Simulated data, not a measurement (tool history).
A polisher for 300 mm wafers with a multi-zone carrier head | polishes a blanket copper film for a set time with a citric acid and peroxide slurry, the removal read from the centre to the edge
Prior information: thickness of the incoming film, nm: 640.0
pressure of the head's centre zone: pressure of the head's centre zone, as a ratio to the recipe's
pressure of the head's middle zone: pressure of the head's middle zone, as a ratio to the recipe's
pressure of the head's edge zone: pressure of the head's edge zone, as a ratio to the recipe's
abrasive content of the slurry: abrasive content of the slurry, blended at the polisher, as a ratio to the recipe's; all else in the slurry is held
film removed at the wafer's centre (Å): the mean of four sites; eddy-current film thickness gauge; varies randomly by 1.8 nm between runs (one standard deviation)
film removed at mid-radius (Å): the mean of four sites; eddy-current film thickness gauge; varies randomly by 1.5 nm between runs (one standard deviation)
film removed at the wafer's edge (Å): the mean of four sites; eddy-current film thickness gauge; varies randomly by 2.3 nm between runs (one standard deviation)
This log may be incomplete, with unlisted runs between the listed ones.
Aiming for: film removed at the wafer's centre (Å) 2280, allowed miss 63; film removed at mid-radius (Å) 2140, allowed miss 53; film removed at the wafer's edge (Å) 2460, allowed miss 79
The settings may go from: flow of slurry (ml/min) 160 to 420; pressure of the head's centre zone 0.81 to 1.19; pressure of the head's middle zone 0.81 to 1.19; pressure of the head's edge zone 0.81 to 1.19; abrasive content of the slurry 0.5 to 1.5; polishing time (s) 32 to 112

run  hour  flow of slurry (ml/min)  pressure of the head's centre zone  pressure of the head's middle zone  pressure of the head's edge zone  abrasive content of the slurry  polishing time (s)  film removed at the wafer's centre (Å)  film removed at mid-radius (Å)  film removed at the wafer's edge (Å)
  1     0                      270                                   1                                   1                                 1                               1                  72                                  1834.2                          1858.8                                1752.1
  2   8.8                      270                                0.96                                   1                                 1                               1                  72                                  1771.6                          1841.7                                1787.4
  3  10.7                      275                                0.96                                0.98                              1.03                             1.1                  74                                  1845.8                          1887.8                                1905.8
  4  19.6                      275                                0.96                                0.98                              1.09                             1.1                  74                                    1841                          1886.1                                1950.3
  5  22.2                      280                                0.97                                0.97                              1.11                            1.15                  75                                  1909.5                          1939.1                                2017.8
  6  25.3                      285                                0.97                                0.96                              1.12                             1.2                  76                                  1947.1                          1973.5                                2105.4
  7  26.5                      295                                0.98                                0.95                              1.13                            1.25                  76                                  2019.3                            1946                                2098.8
  8  31.1                      295                                0.98                                0.94                              1.14                             1.3                  77                                  2056.6                          2002.1                                2154.5
  9  34.4                      325                                0.98                                0.84                              1.19                             1.5                  82                                  2304.5                          2059.7                                2502.4
 10  36.2                      325                                0.98                                0.85                              1.18                             1.5                  82                                  2286.3                          2052.4                                  2444
 11  37.6                      325                                0.98                                0.86                              1.18                             1.5                  82                                  2269.8                          2081.9                                2435.1
 12  40.1                      325                                0.98                                0.86                              1.18                             1.5                  82                                  2273.9                          2065.5                                2485.8

Which of these 4 next moves meets every target?
  A  42.6                      305                                 0.9                                0.82                              1.19                             1.5                  87                                       ?                               ?                                     ?
  B  42.6                      395                                 0.9                                0.83                              1.19                             1.5                  85                                       ?                               ?                                     ?
  C  42.6                      330                                0.95                                0.83                              1.18                             1.5                  82                                       ?                               ?                                     ?
  D  42.6                      415                                0.95                                0.87                              1.14                            1.45                  83                                       ?                               ?                                     ?

move  film removed at the wafer's centre (Å)  film removed at mid-radius (Å)  film removed at the wafer's edge (Å)
   A                                  2234.6                          2104.7                                2580.8
   B                                    2234                          2120.1                                2561.7
   C                                  2241.1                          2016.4                                2434.1
   D                                  2293.1                          2138.9                                2430.3
A: the furthest-off result lands on target, but another misses its tolerance
B: the furthest-off result lands on target, but another misses its tolerance
C: lands further from the targets than the last run did
D: every result within its allowed miss
Go with D: it meets all targets.
